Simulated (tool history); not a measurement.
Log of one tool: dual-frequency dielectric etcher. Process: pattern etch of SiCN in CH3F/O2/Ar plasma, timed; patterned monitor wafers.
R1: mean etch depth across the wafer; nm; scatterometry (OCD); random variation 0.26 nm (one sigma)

{"run": 1, "hour": 0.0, "source power (W)": 510, "bias power (W)": 98, "etch time (s)": 101.0, "R1": 48.877}
{"run": 2, "hour": 6.2, "source power (W)": 570, "bias power (W)": 98, "etch time (s)": 101.0, "R1": 50.85}
{"run": 3, "hour": 9.2, "source power (W)": 570, "bias power (W)": 109, "etch time (s)": 101.0, "R1": 53.262}
{"run": 4, "hour": 17.3, "source power (W)": 570, "bias power (W)": 103, "etch time (s)": 101.0, "R1": 51.89}
{"run": 5, "hour": 19.0, "source power (W)": 540, "bias power (W)": 102, "etch time (s)": 101.0, "R1": 50.601}
{"run": 6, "hour": 26.7, "source power (W)": 540, "bias power (W)": 102, "etch time (s)": 101.0, "R1": 50.17}
{"run": 7, "hour": 31.5, "source power (W)": 520, "bias power (W)": 102, "etch time (s)": 101.0, "R1": 50.877}
{"run": 8, "hour": 36.5, "source power (W)": 500, "bias power (W)": 100, "etch time (s)": 101.0, "R1": 49.311}
{"run": 9, "hour": 44.6, "source power (W)": 490, "bias power (W)": 99, "etch time (s)": 101.0, "R1": 48.547}

Run 10 comes next. What will it give?
{"hour": 49.7, "done": "wet clean of the chamber"}
{"run": 10, "hour": 49.7, "source power (W)": 480, "bias power (W)": 99, "etch time (s)": 101.0, "R1": "?"}

{"run 10": {"R1": 50.653}}

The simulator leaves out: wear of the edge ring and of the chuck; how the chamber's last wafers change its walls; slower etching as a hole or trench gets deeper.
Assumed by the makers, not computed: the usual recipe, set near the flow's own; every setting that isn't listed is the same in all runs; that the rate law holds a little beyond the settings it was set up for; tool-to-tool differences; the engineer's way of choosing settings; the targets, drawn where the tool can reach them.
